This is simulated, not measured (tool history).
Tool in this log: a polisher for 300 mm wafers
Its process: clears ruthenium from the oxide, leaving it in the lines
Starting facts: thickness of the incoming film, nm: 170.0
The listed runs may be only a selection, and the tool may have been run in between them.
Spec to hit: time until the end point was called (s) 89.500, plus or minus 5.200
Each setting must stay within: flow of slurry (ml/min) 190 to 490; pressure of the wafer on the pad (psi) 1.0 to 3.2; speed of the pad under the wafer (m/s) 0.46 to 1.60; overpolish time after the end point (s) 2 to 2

run	hour	flow of slurry (ml/min)	pressure of the wafer on the pad (psi)	speed of the pad under the wafer (m/s)	overpolish time after the end point (s)	time until the end point was called (s)
1	0.0	315	2.1	1.02	2	141.630
2	4.6	315	2.1	1.02	2	143.120
3	11.3	315	2.1	1.02	2	144.710
4	18.8	315	2.3	1.04	2	129.840
5	24.0	315	2.3	1.16	2	117.920
6	31.5	315	2.3	0.96	2	138.530
7	35.7	315	2.5	0.98	2	128.470
8	40.3	315	2.6	1.02	2	122.220
9	46.0	315	2.7	1.06	2	110.090
10	49.5	315	2.8	1.06	2	108.690
11	51.2	315	2.9	1.08	2	102.870

Next run, 4 choices. One meets every target within its allowed miss, the rest don't. Which?
A	52.9	310	2.7	1.10	2	?
B	52.9	330	2.8	1.04	2	?
C	52.9	270	3.2	1.36	2	?
D	52.9	365	3.0	1.16	2	?

move	time until the end point was called (s)
A	104.390
B	105.080
C	75.363
D	89.150
A: the biggest miss grows against the last run
B: the biggest miss grows against the last run
C: carries the result that was furthest off beyond its target, to the other side
D: every result lands within tolerance
Answer: D
